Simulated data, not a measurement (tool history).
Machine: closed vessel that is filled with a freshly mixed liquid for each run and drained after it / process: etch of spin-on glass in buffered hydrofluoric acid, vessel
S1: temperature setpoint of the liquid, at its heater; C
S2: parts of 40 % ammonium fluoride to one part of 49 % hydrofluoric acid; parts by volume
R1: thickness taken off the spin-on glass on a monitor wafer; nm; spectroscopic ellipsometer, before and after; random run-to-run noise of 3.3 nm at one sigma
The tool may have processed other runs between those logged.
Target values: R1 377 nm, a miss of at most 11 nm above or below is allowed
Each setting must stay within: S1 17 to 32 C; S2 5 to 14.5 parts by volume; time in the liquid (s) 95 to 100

run 1 hour=0 | S1=24 S2=9 time_in_the_liquid_(s)=95 | R1=556.49
run 2 hour=1.2 | S1=27 S2=9 time_in_the_liquid_(s)=95 | R1=653.71
run 3 hour=9.1 | S1=27 S2=9 time_in_the_liquid_(s)=95 | R1=654.08
run 4 hour=12.6 | S1=27 S2=9 time_in_the_liquid_(s)=100 | R1=684.76
run 5 hour=13.6 | S1=25.5 S2=9 time_in_the_liquid_(s)=100 | R1=634.99
run 6 hour=22.6 | S1=24.5 S2=9 time_in_the_liquid_(s)=100 | R1=604.27
run 7 hour=27.9 | S1=24 S2=9 time_in_the_liquid_(s)=100 | R1=586.88
run 8 hour=29.4 | S1=23.5 S2=9 time_in_the_liquid_(s)=100 | R1=573.63
run 9 hour=36.4 | S1=23 S2=9 time_in_the_liquid_(s)=100 | R1=555.95
run 10 hour=45.5 | S1=23 S2=9 time_in_the_liquid_(s)=100 | R1=559.43
run 11 hour=50.8 | S1=22.5 S2=9 time_in_the_liquid_(s)=100 | R1=546.16
run 12 hour=54.8 | S1=18.5 S2=10 time_in_the_liquid_(s)=100 | R1=402.82
run 13 hour=63.2 | S1=18 S2=10 time_in_the_liquid_(s)=100 | R1=391.22

Pick the move, out of 5, that brings all results within their allowed miss; only one does.
run A hour=71.6 | S1=18.5 S2=11.5 time_in_the_liquid_(s)=100 | R1=?
run B hour=71.6 | S1=17.5 S2=10 time_in_the_liquid_(s)=100 | R1=?
run C hour=71.6 | S1=19 S2=12 time_in_the_liquid_(s)=100 | R1=?
run D hour=71.6 | S1=17.5 S2=11 time_in_the_liquid_(s)=100 | R1=?
run E hour=71.6 | S1=18.5 S2=11 time_in_the_liquid_(s)=95 | R1=?

move=A R1=347.95
move=B R1=376.76
move=C R1=343.33
move=D R1=343.34
move=E R1=345.22
A: pushes the last run's worst result past its target
B: all results land within tolerance of their targets
C: pushes the last run's worst result past its target
D: pushes the last run's worst result past its target
E: pushes the last run's worst result past its target
Correct choice: B, which meets every target

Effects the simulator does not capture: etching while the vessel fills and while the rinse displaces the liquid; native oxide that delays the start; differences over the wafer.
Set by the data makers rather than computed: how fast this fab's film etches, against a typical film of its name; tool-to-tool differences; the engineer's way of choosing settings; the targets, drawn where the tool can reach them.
